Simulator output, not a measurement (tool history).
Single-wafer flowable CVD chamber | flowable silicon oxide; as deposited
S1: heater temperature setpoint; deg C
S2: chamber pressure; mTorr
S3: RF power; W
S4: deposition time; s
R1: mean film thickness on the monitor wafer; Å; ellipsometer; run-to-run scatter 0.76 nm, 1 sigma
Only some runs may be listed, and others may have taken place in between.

{"run": 1, "day": 0.0, "S1": 90, "S2": 1080, "S3": 1680, "S4": 280, "R1": 3365.5}
{"run": 2, "day": 0.354, "S1": 92, "S2": 1080, "S3": 1680, "S4": 280, "R1": 3141.1}
{"run": 3, "day": 0.525, "S1": 94, "S2": 1080, "S3": 1680, "S4": 280, "R1": 2886.3}
{"run": 4, "day": 0.646, "S1": 94, "S2": 1080, "S3": 1680, "S4": 268, "R1": 2760.4}
{"run": 5, "day": 0.954, "S1": 95, "S2": 1080, "S3": 1680, "S4": 268, "R1": 2650.9}
{"run": 6, "day": 1.142, "S1": 95, "S2": 1080, "S3": 1680, "S4": 280, "R1": 2781.7}
{"run": 7, "day": 1.517, "S1": 107, "S2": 1080, "S3": 1680, "S4": 280, "R1": 1758.8}
{"run": 8, "day": 1.692, "S1": 106, "S2": 1080, "S3": 1680, "S4": 280, "R1": 1833.9}

The next listed run, before its measurement:
{"run": 9, "day": 2.004, "S1": 106, "S2": 1080, "S3": 1680, "S4": 280, "R1": "?"}

R1: 1842.6 Å
